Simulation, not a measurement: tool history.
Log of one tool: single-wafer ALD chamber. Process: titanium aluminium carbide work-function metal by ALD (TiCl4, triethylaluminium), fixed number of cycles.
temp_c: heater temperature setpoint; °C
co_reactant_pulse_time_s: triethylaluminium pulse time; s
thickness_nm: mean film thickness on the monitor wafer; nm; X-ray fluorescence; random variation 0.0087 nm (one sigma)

run,day,temp_c,co_reactant_pulse_time_s,thickness_nm
1,0.000,295,7.28,1.8397
2,0.092,291,7.06,1.7923
3,0.267,300,7.06,1.8439
4,0.321,300,5.20,1.5578
5,0.525,302,5.42,1.6183
6,0.692,302,6.27,1.7801
7,0.850,300,6.25,1.7596

The next listed run, before its measurement:
8,1.192,291,5.83,?

thickness_nm: 1.6320 nm
